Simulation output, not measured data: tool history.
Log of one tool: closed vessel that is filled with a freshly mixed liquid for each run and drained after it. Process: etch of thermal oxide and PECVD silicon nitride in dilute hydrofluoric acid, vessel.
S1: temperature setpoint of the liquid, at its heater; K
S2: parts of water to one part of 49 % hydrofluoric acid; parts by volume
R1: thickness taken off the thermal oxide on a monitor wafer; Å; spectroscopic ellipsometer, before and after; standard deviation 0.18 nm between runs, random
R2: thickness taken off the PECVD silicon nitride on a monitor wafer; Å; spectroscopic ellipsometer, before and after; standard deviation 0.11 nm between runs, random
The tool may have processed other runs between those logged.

run 1 day=0.000 | S1=295.15 S2=100 time_in_the_liquid_(s)=385 | R1=186.08 R2=107.050
run 2 day=0.325 | S1=295.15 S2=100 time_in_the_liquid_(s)=240 | R1=115.78 R2=67.026
run 3 day=0.633 | S1=293.15 S2=100 time_in_the_liquid_(s)=240 | R1=106.81 R2=58.364
run 4 day=0.833 | S1=293.15 S2=75 time_in_the_liquid_(s)=240 | R1=146.70 R2=77.280
run 5 day=0.962 | S1=295.15 S2=75 time_in_the_liquid_(s)=240 | R1=159.32 R2=89.057
run 6 day=1.121 | S1=295.15 S2=60 time_in_the_liquid_(s)=285 | R1=240.31 R2=131.110
run 7 day=1.350 | S1=295.65 S2=50 time_in_the_liquid_(s)=295 | R1=307.47 R2=166.940

Estimate the outcome of run 8 from the log above:
run 8 day=1.633 | S1=295.65 S2=50 time_in_the_liquid_(s)=295 | R1=? R2=?

Run 8 produced R1 308.77 Å, R2 167.080 Å.
